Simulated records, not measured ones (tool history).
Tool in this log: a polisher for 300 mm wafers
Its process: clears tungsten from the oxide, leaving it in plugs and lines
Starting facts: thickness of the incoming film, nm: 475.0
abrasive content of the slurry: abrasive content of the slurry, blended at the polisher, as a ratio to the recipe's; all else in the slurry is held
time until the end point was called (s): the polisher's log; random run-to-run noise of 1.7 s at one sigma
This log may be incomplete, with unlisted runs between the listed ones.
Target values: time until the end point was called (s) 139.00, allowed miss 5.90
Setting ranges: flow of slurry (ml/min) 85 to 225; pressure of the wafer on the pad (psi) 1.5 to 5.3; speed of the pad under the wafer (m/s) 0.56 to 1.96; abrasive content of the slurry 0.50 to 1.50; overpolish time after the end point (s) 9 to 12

| run | day | flow of slurry (ml/min) | pressure of the wafer on the pad (psi) | speed of the pad under the wafer (m/s) | abrasive content of the slurry | overpolish time after the end point (s) | time until the end point was called (s) |
|---|---|---|---|---|---|---|---|
| 1 | 0.000 | 145 | 3.4 | 1.26 | 1.00 | 12 | 105.42 |
| 2 | 0.171 | 145 | 3.4 | 1.38 | 1.00 | 12 | 96.56 |
| 3 | 0.367 | 145 | 2.7 | 1.38 | 1.00 | 12 | 119.10 |
| 4 | 0.508 | 145 | 2.7 | 1.38 | 1.00 | 9 | 120.88 |
| 5 | 0.858 | 145 | 2.7 | 1.10 | 1.00 | 9 | 150.69 |
| 6 | 1.167 | 110 | 2.7 | 1.10 | 1.00 | 9 | 155.39 |
| 7 | 1.412 | 110 | 2.8 | 1.10 | 1.00 | 9 | 149.82 |
| 8 | 1.550 | 110 | 2.9 | 1.10 | 1.00 | 9 | 148.00 |

Of the 5 settings listed for the next run, only one would bring every result within its allowed miss of target. Which one?
| A | 1.688 | 120 | 2.9 | 1.02 | 1.00 | 12 | ? |
| B | 1.688 | 120 | 2.4 | 1.14 | 1.10 | 9 | ? |
| C | 1.688 | 130 | 3.4 | 0.94 | 1.15 | 9 | ? |
| D | 1.688 | 95 | 3.1 | 0.96 | 1.20 | 10 | ? |
| E | 1.688 | 100 | 3.3 | 0.92 | 1.00 | 10 | ? |

| move | time until the end point was called (s) |
|---|---|
| A | 152.90 |
| B | 161.11 |
| C | 135.55 |
| D | 151.31 |
| E | 153.50 |
A: moves away from the targets compared with the last run
B: moves away from the targets compared with the last run
C: all results in spec
D: moves away from the targets compared with the last run
E: moves away from the targets compared with the last run
C is the move that brings every result within its allowed miss.

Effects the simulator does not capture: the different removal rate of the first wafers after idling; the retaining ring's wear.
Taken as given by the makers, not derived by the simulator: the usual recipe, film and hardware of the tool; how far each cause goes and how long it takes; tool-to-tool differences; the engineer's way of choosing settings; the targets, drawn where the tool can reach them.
